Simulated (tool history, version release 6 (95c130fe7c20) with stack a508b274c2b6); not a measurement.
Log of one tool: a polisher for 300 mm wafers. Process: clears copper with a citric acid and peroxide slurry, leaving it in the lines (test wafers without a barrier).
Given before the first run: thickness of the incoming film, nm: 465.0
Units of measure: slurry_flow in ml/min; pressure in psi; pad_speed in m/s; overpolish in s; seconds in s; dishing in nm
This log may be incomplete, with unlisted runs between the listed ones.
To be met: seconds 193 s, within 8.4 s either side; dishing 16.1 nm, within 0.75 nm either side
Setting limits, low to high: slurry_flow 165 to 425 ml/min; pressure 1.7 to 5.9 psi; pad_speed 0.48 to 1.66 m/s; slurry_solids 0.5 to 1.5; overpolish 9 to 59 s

run 1 hour=0 | slurry_flow=275 pressure=3.8 pad_speed=1.06 slurry_solids=1 overpolish=30 | seconds=160.81 dishing=54.654
run 2 hour=3.3 | slurry_flow=275 pressure=2.9 pad_speed=1.06 slurry_solids=1 overpolish=30 | seconds=205 dishing=44.401
run 3 hour=4.6 | slurry_flow=275 pressure=2.7 pad_speed=1.1 slurry_solids=1 overpolish=26 | seconds=218.37 dishing=37.593
run 4 hour=7.7 | slurry_flow=270 pressure=2.5 pad_speed=1.18 slurry_solids=0.95 overpolish=23 | seconds=222.21 dishing=33.096
-- hour=10.4 head pressure recalibrated
run 5 hour=10.4 | slurry_flow=270 pressure=2.5 pad_speed=1.18 slurry_solids=0.95 overpolish=13 | seconds=234.94 dishing=18.655
run 6 hour=15.7 | slurry_flow=270 pressure=2.5 pad_speed=1.3 slurry_solids=0.95 overpolish=13 | seconds=219.04 dishing=20.113
run 7 hour=20.9 | slurry_flow=255 pressure=2.6 pad_speed=1.32 slurry_solids=0.85 overpolish=12 | seconds=212.48 dishing=18.553
run 8 hour=23.6 | slurry_flow=255 pressure=2.7 pad_speed=1.32 slurry_solids=0.8 overpolish=12 | seconds=210.34 dishing=19.285
run 9 hour=30.6 | slurry_flow=255 pressure=2 pad_speed=1.38 slurry_solids=1.05 overpolish=9 | seconds=255.85 dishing=11.98
run 10 hour=36.6 | slurry_flow=260 pressure=3 pad_speed=1.4 slurry_solids=1.1 overpolish=9 | seconds=170.51 dishing=18.371

Exactly one of the 5 candidate moves below puts every result within its allowed miss. Which one?
run A hour=42.6 | slurry_flow=165 pressure=3.1 pad_speed=1.3 slurry_solids=1.15 overpolish=11 | seconds=? dishing=?
run B hour=42.6 | slurry_flow=240 pressure=2.6 pad_speed=1.44 slurry_solids=1.1 overpolish=12 | seconds=? dishing=?
run C hour=42.6 | slurry_flow=250 pressure=2.5 pad_speed=1.26 slurry_solids=1.1 overpolish=10 | seconds=? dishing=?
run D hour=42.6 | slurry_flow=190 pressure=2.8 pad_speed=1.24 slurry_solids=1.2 overpolish=13 | seconds=? dishing=?
run E hour=42.6 | slurry_flow=255 pressure=2.6 pad_speed=1.4 slurry_solids=1.15 overpolish=9 | seconds=? dishing=?

move=A seconds=184.55 dishing=19.897
move=B seconds=192.81 dishing=20.589
move=C seconds=219.6 dishing=15.403
move=D seconds=203.68 dishing=21.125
move=E seconds=193.81 dishing=15.702
A: moves away from the targets compared with the last run
B: moves away from the targets compared with the last run
C: the furthest-off result lands on target, but another misses its tolerance
D: moves away from the targets compared with the last run
E: each result inside its tolerance
Answer: E
